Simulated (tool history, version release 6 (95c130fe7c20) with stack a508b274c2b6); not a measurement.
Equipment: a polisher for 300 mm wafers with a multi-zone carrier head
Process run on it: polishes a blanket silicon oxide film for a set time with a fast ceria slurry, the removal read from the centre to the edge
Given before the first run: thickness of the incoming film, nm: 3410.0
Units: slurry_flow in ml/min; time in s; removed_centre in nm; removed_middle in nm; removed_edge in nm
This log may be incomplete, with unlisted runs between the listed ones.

run 1 day=0 | slurry_flow=205 centre_zone=1 middle_zone=1 edge_zone=1 time=44 | removed_centre=452.76 removed_middle=451.82 removed_edge=448.76
run 2 day=0.029 | slurry_flow=205 centre_zone=0.96 middle_zone=1 edge_zone=1 time=44 | removed_centre=437.48 removed_middle=447.6 removed_edge=449.77
run 3 day=0.242 | slurry_flow=205 centre_zone=0.92 middle_zone=1 edge_zone=1 time=44 | removed_centre=427.99 removed_middle=461.79 removed_edge=448.08
run 4 day=0.483 | slurry_flow=205 centre_zone=0.84 middle_zone=1 edge_zone=1 time=44 | removed_centre=391.26 removed_middle=450.56 removed_edge=439.18
run 5 day=0.625 | slurry_flow=205 centre_zone=0.84 middle_zone=0.92 edge_zone=1 time=44 | removed_centre=396.53 removed_middle=426.65 removed_edge=445.17
run 6 day=0.771 | slurry_flow=180 centre_zone=0.84 middle_zone=0.92 edge_zone=1 time=44 | removed_centre=381.64 removed_middle=412.98 removed_edge=434.1

What will run 7 give?
run 7 day=0.817 | slurry_flow=215 centre_zone=0.95 middle_zone=0.97 edge_zone=0.96 time=45 | removed_centre=? removed_middle=? removed_edge=?

{"run 7": {"removed_centre": 451.72, "removed_middle": 450.92, "removed_edge": 446.54}}
